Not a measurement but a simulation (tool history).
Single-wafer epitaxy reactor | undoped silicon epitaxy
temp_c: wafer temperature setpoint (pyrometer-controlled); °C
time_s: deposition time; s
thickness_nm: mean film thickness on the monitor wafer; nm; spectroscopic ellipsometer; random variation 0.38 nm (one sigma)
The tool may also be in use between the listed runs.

run 1 hour=0.0 | temp_c=645 time_s=363 | thickness_nm=55.056
run 2 hour=3.0 | temp_c=647 time_s=363 | thickness_nm=58.267
run 3 hour=10.2 | temp_c=657 time_s=363 | thickness_nm=74.477
run 4 hour=17.1 | temp_c=663 time_s=363 | thickness_nm=85.921
run 5 hour=24.8 | temp_c=663 time_s=339 | thickness_nm=80.625
run 6 hour=29.5 | temp_c=663 time_s=361 | thickness_nm=86.640
run 7 hour=36.1 | temp_c=661 time_s=361 | thickness_nm=81.274
run 8 hour=40.0 | temp_c=661 time_s=361 | thickness_nm=81.025
run 9 hour=43.2 | temp_c=660 time_s=361 | thickness_nm=79.321
run 10 hour=51.8 | temp_c=659 time_s=361 | thickness_nm=77.723
run 11 hour=59.5 | temp_c=658 time_s=361 | thickness_nm=75.406

Forecast run 12:
run 12 hour=66.1 | temp_c=657 time_s=361 | thickness_nm=?

thickness_nm: 73.194 nm
